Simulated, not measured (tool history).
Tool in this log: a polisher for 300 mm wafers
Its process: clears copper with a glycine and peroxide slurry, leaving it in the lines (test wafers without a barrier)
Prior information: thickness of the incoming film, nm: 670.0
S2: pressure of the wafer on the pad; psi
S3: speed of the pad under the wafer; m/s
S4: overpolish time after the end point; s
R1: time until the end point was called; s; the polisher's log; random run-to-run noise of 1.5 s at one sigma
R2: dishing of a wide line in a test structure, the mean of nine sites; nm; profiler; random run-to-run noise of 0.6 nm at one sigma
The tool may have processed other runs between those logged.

Run 1, hour 0: flow of slurry (ml/min) 245, S2 2.9 psi, S3 1 m/s, S4 27 s. Result: R1 114.86 s, R2 37.339 nm.
Run 2, hour 7.2: flow of slurry (ml/min) 230, S2 2.7 psi, S3 1 m/s, S4 23 s. Result: R1 122.9 s, R2 36.817 nm.
Run 3, hour 8.1: flow of slurry (ml/min) 230, S2 3.3 psi, S3 1 m/s, S4 23 s. Result: R1 105.47 s, R2 36.298 nm.
Run 4, hour 10.6: flow of slurry (ml/min) 230, S2 3.9 psi, S3 1 m/s, S4 23 s. Result: R1 91.436 s, R2 34.857 nm.
Run 5, hour 16.2: flow of slurry (ml/min) 215, S2 3.7 psi, S3 0.94 m/s, S4 20 s. Result: R1 98.018 s, R2 34.983 nm.
Run 6, hour 21.8: flow of slurry (ml/min) 215, S2 3.7 psi, S3 0.72 m/s, S4 20 s. Result: R1 121.18 s, R2 35.598 nm.
Run 7, hour 26.8: flow of slurry (ml/min) 200, S2 3.6 psi, S3 0.7 m/s, S4 17 s. Result: R1 128.17 s, R2 33.244 nm.

Run 8 has not been measured yet. What should we expect?
Run 8, hour 30.1: flow of slurry (ml/min) 195, S2 3.5 psi, S3 0.7 m/s, S4 15 s. Result: R1 ?, R2 ?.

Run 8 yielded R1 131.49 s, R2 30.32 nm.
